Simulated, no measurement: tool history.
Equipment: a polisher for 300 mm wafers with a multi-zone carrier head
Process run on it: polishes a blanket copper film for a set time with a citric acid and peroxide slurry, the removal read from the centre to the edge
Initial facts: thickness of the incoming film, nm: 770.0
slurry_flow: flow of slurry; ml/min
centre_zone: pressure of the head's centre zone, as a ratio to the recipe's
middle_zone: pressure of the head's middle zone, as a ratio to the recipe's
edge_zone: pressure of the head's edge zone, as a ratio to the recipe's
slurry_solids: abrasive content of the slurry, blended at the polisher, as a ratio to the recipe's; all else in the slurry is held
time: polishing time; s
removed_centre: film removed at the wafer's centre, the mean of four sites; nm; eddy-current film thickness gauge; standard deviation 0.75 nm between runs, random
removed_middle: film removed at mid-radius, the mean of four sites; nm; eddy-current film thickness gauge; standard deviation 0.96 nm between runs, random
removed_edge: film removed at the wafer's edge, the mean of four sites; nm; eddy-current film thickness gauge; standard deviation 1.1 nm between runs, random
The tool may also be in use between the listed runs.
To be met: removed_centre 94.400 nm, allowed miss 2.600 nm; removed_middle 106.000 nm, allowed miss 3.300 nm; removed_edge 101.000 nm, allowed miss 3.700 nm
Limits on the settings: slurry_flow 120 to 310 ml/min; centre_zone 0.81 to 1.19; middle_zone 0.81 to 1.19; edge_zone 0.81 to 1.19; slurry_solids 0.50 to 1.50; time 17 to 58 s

Run 1, hour 0.0: slurry_flow 200 ml/min, centre_zone 1.00, middle_zone 1.00, edge_zone 1.00, slurry_solids 1.00, time 37 s. Result: removed_centre 82.128 nm, removed_middle 85.252 nm, removed_edge 81.427 nm.
Run 2, hour 4.1: slurry_flow 180 ml/min, centre_zone 1.00, middle_zone 1.00, edge_zone 1.00, slurry_solids 1.00, time 37 s. Result: removed_centre 81.896 nm, removed_middle 85.483 nm, removed_edge 82.178 nm.
Run 3, hour 12.9: slurry_flow 180 ml/min, centre_zone 1.00, middle_zone 1.08, edge_zone 1.00, slurry_solids 1.00, time 37 s. Result: removed_centre 81.060 nm, removed_middle 89.999 nm, removed_edge 82.049 nm.
Run 4, hour 14.1: slurry_flow 180 ml/min, centre_zone 1.04, middle_zone 1.08, edge_zone 1.00, slurry_solids 1.00, time 37 s. Result: removed_centre 85.303 nm, removed_middle 89.585 nm, removed_edge 82.902 nm.
Run 5, hour 22.0: slurry_flow 180 ml/min, centre_zone 0.96, middle_zone 1.08, edge_zone 1.00, slurry_solids 1.00, time 37 s. Result: removed_centre 77.959 nm, removed_middle 89.250 nm, removed_edge 82.320 nm.
Run 6, hour 22.8: slurry_flow 180 ml/min, centre_zone 0.96, middle_zone 1.08, edge_zone 0.95, slurry_solids 1.00, time 37 s. Result: removed_centre 77.913 nm, removed_middle 89.941 nm, removed_edge 81.619 nm.
Run 7, hour 24.0: slurry_flow 175 ml/min, centre_zone 0.96, middle_zone 1.08, edge_zone 0.96, slurry_solids 1.05, time 37 s. Result: removed_centre 77.938 nm, removed_middle 91.002 nm, removed_edge 82.560 nm.
Run 8, hour 27.3: slurry_flow 175 ml/min, centre_zone 0.96, middle_zone 1.08, edge_zone 0.96, slurry_solids 1.05, time 37 s. Result: removed_centre 77.288 nm, removed_middle 88.835 nm, removed_edge 82.124 nm.
Run 9, hour 31.1: slurry_flow 175 ml/min, centre_zone 0.97, middle_zone 1.09, edge_zone 0.97, slurry_solids 1.10, time 37 s. Result: removed_centre 80.194 nm, removed_middle 92.669 nm, removed_edge 83.956 nm.
Run 10, hour 39.5: slurry_flow 230 ml/min, centre_zone 1.03, middle_zone 1.11, edge_zone 1.07, slurry_solids 1.15, time 37 s. Result: removed_centre 90.221 nm, removed_middle 97.381 nm, removed_edge 90.006 nm.
Run 11, hour 43.4: slurry_flow 230 ml/min, centre_zone 1.03, middle_zone 1.11, edge_zone 1.08, slurry_solids 1.20, time 37 s. Result: removed_centre 90.672 nm, removed_middle 99.077 nm, removed_edge 89.628 nm.
Run 12, hour 46.8: slurry_flow 230 ml/min, centre_zone 1.02, middle_zone 1.10, edge_zone 1.09, slurry_solids 1.25, time 37 s. Result: removed_centre 91.676 nm, removed_middle 99.460 nm, removed_edge 92.812 nm.

4 next moves are on the table. One of them brings every result within its allowed miss. Which?
Run A, hour 50.2: slurry_flow 215 ml/min, centre_zone 0.87, middle_zone 1.03, edge_zone 1.19, slurry_solids 1.40, time 40 s. Result: removed_centre ?, removed_middle ?, removed_edge ?.
Run B, hour 50.2: slurry_flow 245 ml/min, centre_zone 1.12, middle_zone 1.19, edge_zone 0.98, slurry_solids 1.10, time 37 s. Result: removed_centre ?, removed_middle ?, removed_edge ?.
Run C, hour 50.2: slurry_flow 275 ml/min, centre_zone 1.05, middle_zone 1.19, edge_zone 0.89, slurry_solids 1.10, time 38 s. Result: removed_centre ?, removed_middle ?, removed_edge ?.
Run D, hour 50.2: slurry_flow 255 ml/min, centre_zone 0.99, middle_zone 1.09, edge_zone 1.10, slurry_solids 1.40, time 38 s. Result: removed_centre ?, removed_middle ?, removed_edge ?.

move  removed_centre  removed_middle  removed_edge
   A          85.256         102.990       109.640
   B          97.326         102.760        87.264
   C          94.922         106.870        86.460
   D          94.297         104.620       101.390
A: takes the result that was furthest off past its target
B: moves away from the targets compared with the last run
C: moves away from the targets compared with the last run
D: all results land within tolerance of their targets
The move that meets every target is D.
